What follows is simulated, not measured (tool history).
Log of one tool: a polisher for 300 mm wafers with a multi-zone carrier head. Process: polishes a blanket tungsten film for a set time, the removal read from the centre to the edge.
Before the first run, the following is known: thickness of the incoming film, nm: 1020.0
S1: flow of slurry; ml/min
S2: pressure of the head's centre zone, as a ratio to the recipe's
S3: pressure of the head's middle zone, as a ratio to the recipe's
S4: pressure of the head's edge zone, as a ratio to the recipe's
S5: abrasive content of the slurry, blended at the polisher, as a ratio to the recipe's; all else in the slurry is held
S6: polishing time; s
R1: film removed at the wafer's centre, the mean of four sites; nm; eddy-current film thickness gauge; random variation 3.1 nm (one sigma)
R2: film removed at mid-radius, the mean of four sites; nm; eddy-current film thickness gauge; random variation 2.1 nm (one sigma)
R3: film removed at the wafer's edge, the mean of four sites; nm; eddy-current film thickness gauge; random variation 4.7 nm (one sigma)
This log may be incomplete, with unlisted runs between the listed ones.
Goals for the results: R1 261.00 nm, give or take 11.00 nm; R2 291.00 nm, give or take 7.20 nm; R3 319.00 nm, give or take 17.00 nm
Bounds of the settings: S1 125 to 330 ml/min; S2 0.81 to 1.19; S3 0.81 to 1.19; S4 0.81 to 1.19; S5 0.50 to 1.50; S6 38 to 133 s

run 1 hour=0.0 | S1=210 S2=1.00 S3=1.00 S4=1.00 S5=1.00 S6=85 | R1=286.42 R2=292.95 R3=288.17
run 2 hour=3.3 | S1=205 S2=0.97 S3=0.99 S4=1.04 S5=1.05 S6=85 | R1=286.11 R2=295.44 R3=306.55
run 3 hour=8.7 | S1=205 S2=0.97 S3=0.99 S4=0.97 S5=1.05 S6=85 | R1=290.87 R2=295.27 R3=291.73
run 4 hour=16.7 | S1=200 S2=0.94 S3=0.98 S4=1.00 S5=1.05 S6=85 | R1=276.31 R2=289.23 R3=297.27
run 5 hour=20.3 | S1=200 S2=0.94 S3=0.98 S4=1.00 S5=1.05 S6=105 | R1=338.89 R2=359.56 R3=372.96
run 6 hour=25.4 | S1=200 S2=0.94 S3=0.98 S4=1.00 S5=1.05 S6=118 | R1=384.88 R2=401.64 R3=420.28
run 7 hour=29.4 | S1=200 S2=0.94 S3=0.98 S4=1.00 S5=1.05 S6=118 | R1=383.29 R2=401.94 R3=411.37
run 8 hour=30.9 | S1=190 S2=0.91 S3=0.96 S4=0.99 S5=0.90 S6=115 | R1=338.13 R2=362.80 R3=382.78
run 9 hour=38.3 | S1=180 S2=0.89 S3=0.94 S4=0.97 S5=0.80 S6=115 | R1=318.76 R2=344.36 R3=365.31
-- hour=45.5 worn pad replaced by a new one
run 10 hour=45.5 | S1=170 S2=0.87 S3=0.92 S4=0.95 S5=0.75 S6=115 | R1=331.77 R2=363.55 R3=384.81
run 11 hour=46.5 | S1=170 S2=0.88 S3=0.94 S4=1.00 S5=0.70 S6=114 | R1=325.99 R2=361.81 R3=382.95
run 12 hour=50.4 | S1=170 S2=0.86 S3=0.92 S4=0.98 S5=0.65 S6=110 | R1=301.19 R2=328.68 R3=366.51

Below are 5 possible settings for the next run. Only one of them brings all results inside the allowed miss of their targets. Which is it?
run A hour=54.3 | S1=175 S2=1.06 S3=0.84 S4=0.94 S5=0.90 S6=90 | R1=? R2=? R3=?
run B hour=54.3 | S1=185 S2=0.81 S3=1.01 S4=1.00 S5=0.60 S6=95 | R1=? R2=? R3=?
run C hour=54.3 | S1=150 S2=0.81 S3=0.88 S4=0.89 S5=0.85 S6=94 | R1=? R2=? R3=?
run D hour=54.3 | S1=175 S2=0.81 S3=0.87 S4=1.03 S5=0.55 S6=102 | R1=? R2=? R3=?
run E hour=54.3 | S1=125 S2=0.94 S3=1.09 S4=0.88 S5=0.70 S6=93 | R1=? R2=? R3=?

move=A R1=342.68 R2=279.23 R3=326.38
move=B R1=243.72 R2=303.41 R3=311.38
move=C R1=261.46 R2=291.48 R3=321.21
move=D R1=251.27 R2=276.67 R3=327.46
move=E R1=273.47 R2=314.68 R3=289.94
A: moves the result that the last run missed by most past its target, out the other side
B: nearer the targets than the last run, but a result is still out of spec
C: in spec on every target
D: moves the result that the last run missed by most past its target, out the other side
E: nearer the targets than the last run, but a result is still out of spec
Correct choice: C, which meets every target
